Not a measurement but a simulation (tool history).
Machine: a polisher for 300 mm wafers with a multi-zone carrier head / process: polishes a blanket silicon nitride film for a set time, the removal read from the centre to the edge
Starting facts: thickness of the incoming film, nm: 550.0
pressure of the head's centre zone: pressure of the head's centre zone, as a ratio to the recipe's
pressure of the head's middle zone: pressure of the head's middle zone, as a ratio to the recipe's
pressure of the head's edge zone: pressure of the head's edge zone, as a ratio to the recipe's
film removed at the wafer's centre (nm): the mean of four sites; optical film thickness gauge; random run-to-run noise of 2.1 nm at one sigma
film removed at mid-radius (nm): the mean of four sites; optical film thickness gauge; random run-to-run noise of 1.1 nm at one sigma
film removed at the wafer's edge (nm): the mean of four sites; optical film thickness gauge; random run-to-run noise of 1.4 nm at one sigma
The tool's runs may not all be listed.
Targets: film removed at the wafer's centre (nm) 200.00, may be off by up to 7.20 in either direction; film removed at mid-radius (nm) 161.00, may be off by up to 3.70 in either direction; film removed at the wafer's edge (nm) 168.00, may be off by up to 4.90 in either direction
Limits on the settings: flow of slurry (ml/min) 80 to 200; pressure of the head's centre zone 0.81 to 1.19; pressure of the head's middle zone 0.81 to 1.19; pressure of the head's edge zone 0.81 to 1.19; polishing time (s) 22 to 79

run	hour	flow of slurry (ml/min)	pressure of the head's centre zone	pressure of the head's middle zone	pressure of the head's edge zone	polishing time (s)	film removed at the wafer's centre (nm)	film removed at mid-radius (nm)	film removed at the wafer's edge (nm)
1	0.0	130	1.00	1.00	1.00	50	121.65	121.50	120.30
2	4.5	145	1.06	1.00	1.04	53	139.13	132.45	132.89
3	9.7	160	1.10	0.98	1.05	56	157.91	139.08	145.07
4	17.3	160	1.06	0.98	1.05	56	152.37	139.44	144.48
5	26.1	170	1.10	0.98	1.06	57	159.92	144.52	146.22
6	34.0	170	1.13	0.97	1.06	59	171.32	145.15	154.32
7	38.7	175	1.15	0.97	1.06	60	176.73	150.14	153.10
8	40.4	180	1.16	0.96	1.07	61	181.80	152.01	160.30
9	45.9	185	1.17	0.96	1.06	62	187.38	155.29	165.19
10	49.9	185	1.18	0.96	1.03	63	197.79	157.98	162.39

Consider the 4 candidate settings below. Which is the only one whose results all fall within their allowed miss of target?
A	53.9	200	1.10	0.88	0.91	68	?	?	?
B	53.9	170	1.06	1.03	1.03	66	?	?	?
C	53.9	200	1.19	0.93	0.94	63	?	?	?
D	53.9	200	1.16	1.02	1.05	61	?	?	?

move	film removed at the wafer's centre (nm)	film removed at mid-radius (nm)	film removed at the wafer's edge (nm)
A	200.71	159.08	165.79
B	182.60	171.74	167.18
C	201.34	154.22	155.82
D	190.12	161.39	158.94
A: hits every target within its allowed miss
B: puts the biggest miss on target and leaves a different result outside tolerance
C: moves away from the targets compared with the last run
D: moves away from the targets compared with the last run
The move that meets every target is A.
